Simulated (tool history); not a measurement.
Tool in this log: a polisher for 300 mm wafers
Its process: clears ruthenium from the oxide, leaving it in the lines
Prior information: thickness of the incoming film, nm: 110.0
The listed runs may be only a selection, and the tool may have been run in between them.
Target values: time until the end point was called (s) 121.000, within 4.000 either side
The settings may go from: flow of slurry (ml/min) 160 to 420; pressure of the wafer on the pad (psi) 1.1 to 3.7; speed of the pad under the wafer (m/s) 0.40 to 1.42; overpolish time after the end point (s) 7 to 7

run,day,flow of slurry (ml/min),pressure of the wafer on the pad (psi),speed of the pad under the wafer (m/s),overpolish time after the end point (s),time until the end point was called (s)
1,0.000,270,2.4,0.90,7,88.708
2,0.317,270,2.2,0.90,7,95.632
3,0.383,270,2.0,0.90,7,105.340
4,0.671,270,1.9,0.90,7,108.110
5,0.867,270,1.9,1.08,7,91.102
6,0.933,270,1.7,1.08,7,102.210
7,1.217,270,1.6,1.08,7,109.640
8,1.558,270,1.5,1.08,7,116.630
9,1.800,270,1.5,1.08,7,114.250

Which single option among these 5 for the next run brings every result within its allowed miss of target? Just one does.
A,2.042,225,1.7,0.92,7,?
B,2.042,335,1.3,1.32,7,?
C,2.042,340,1.5,1.14,7,?
D,2.042,280,1.4,1.02,7,?
E,2.042,305,1.6,1.04,7,?

move,time until the end point was called (s)
A,121.100
B,105.340
C,106.000
D,128.460
E,110.060
A: each result inside its tolerance
B: the biggest miss grows against the last run
C: the biggest miss grows against the last run
D: takes the result that was furthest off past its target
E: the biggest miss grows against the last run
Move A is the one to make.

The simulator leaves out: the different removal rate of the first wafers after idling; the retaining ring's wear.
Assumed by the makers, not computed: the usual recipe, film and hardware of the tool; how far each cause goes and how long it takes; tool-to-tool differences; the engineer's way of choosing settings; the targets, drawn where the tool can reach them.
